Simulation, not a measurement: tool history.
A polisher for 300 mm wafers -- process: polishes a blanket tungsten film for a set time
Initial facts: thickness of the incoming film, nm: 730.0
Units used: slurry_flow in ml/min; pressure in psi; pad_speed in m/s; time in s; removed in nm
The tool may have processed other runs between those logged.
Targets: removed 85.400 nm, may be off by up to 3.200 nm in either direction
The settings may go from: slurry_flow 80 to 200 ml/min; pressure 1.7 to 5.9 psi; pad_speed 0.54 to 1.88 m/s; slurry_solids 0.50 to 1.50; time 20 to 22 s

run  hour  slurry_flow  pressure  pad_speed  slurry_solids  time  removed
  1   0.0          130       3.8       1.20           1.00    22  100.120
  2   3.5          130       3.7       1.20           1.00    22   98.580
  3   7.8          130       3.6       1.20           1.00    22   97.309
  4  14.1          130       3.5       1.20           1.00    22   92.361
  5  15.6          130       3.5       1.00           1.00    22   77.583
  6  22.2          130       3.5       0.80           1.00    22   63.761
  7  26.2          130       3.6       0.80           1.00    22   64.207
  8  28.0          130       3.7       0.80           1.00    22   68.629
  9  34.0          130       3.8       0.80           1.00    22   70.338
 10  42.2          130       3.9       0.80           1.00    22   71.809
 11  44.1          130       4.0       0.80           1.00    22   72.512

Of the 4 settings listed for the next run, only one would bring every result within its allowed miss of target. Which one?
  A  46.0          140       4.7       0.86           0.95    22        ?
  B  46.0          130       4.4       0.96           0.95    22        ?
  C  46.0          140       4.0       1.04           1.10    22        ?
  D  46.0          140       4.3       0.98           0.95    20        ?

move  removed
   A   90.202
   B   92.894
   C   94.374
   D   84.924
A: takes the biggest miss from the last run beyond its target
B: takes the biggest miss from the last run beyond its target
C: takes the biggest miss from the last run beyond its target
D: all results land within tolerance of their targets
Answer: D
